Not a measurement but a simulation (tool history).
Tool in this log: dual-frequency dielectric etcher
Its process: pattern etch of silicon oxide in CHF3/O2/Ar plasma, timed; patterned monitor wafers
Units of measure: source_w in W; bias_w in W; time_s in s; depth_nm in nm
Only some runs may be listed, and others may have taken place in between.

run 1 hour=0.0 | source_w=530 bias_w=223 time_s=218 | depth_nm=438.17
run 2 hour=2.2 | source_w=530 bias_w=256 time_s=218 | depth_nm=464.32
run 3 hour=10.1 | source_w=490 bias_w=256 time_s=218 | depth_nm=441.13
run 4 hour=14.7 | source_w=490 bias_w=256 time_s=200 | depth_nm=408.74
run 5 hour=16.3 | source_w=460 bias_w=254 time_s=200 | depth_nm=397.67
run 6 hour=18.7 | source_w=460 bias_w=216 time_s=200 | depth_nm=371.85
run 7 hour=27.1 | source_w=450 bias_w=215 time_s=200 | depth_nm=371.47

Expected results for the next run?
run 8 hour=31.7 | source_w=440 bias_w=214 time_s=200 | depth_nm=?

depth_nm: 364.86 nm
